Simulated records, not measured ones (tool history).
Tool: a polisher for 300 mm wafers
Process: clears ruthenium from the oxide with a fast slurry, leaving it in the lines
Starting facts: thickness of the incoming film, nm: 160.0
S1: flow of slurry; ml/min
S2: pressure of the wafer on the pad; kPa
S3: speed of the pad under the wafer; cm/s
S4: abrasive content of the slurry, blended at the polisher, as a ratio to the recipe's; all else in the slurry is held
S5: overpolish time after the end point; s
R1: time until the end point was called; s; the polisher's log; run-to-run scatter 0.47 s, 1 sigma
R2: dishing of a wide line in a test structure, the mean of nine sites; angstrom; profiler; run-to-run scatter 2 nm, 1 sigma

run	hour	S1	S2	S3	S4	S5	R1	R2
1	0.0	280	14.5	82	1.0	20	57.599	472.12
2	4.7	280	14.5	82	1.0	14	58.045	345.19
3	5.4	280	15.9	82	1.0	18	53.087	490.86
4	11.4	235	15.9	82	1.0	18	54.739	451.67
5	14.9	235	13.1	82	1.0	18	64.276	384.39
6	23.1	235	13.1	94	1.0	18	58.289	419.35

For run 7, what comes out?
7	31.0	235	13.1	94	1.0	18	?	?

R1: 58.444 s
R2: 418.52 angstrom
